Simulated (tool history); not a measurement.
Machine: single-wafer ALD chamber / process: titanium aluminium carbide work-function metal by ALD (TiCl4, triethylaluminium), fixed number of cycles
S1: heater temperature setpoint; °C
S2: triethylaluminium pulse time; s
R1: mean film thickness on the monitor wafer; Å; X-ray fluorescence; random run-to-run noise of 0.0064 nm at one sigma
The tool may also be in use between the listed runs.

run 1 hour=0 | S1=310 S2=7.73 | R1=19.946
run 2 hour=5.9 | S1=310 S2=6.44 | R1=19.191
run 3 hour=6.9 | S1=314 S2=6.44 | R1=19.454
run 4 hour=11.4 | S1=320 S2=7.36 | R1=20.584
run 5 hour=13.9 | S1=320 S2=5.42 | R1=18.784
run 6 hour=20.5 | S1=323 S2=6.57 | R1=20.229
run 7 hour=24.7 | S1=326 S2=7.06 | R1=20.821

Run 8, settings as shown, results not yet in. Your forecast:
run 8 hour=25.3 | S1=328 S2=7.42 | R1=?

Run 8 measured R1 21.169 Å.
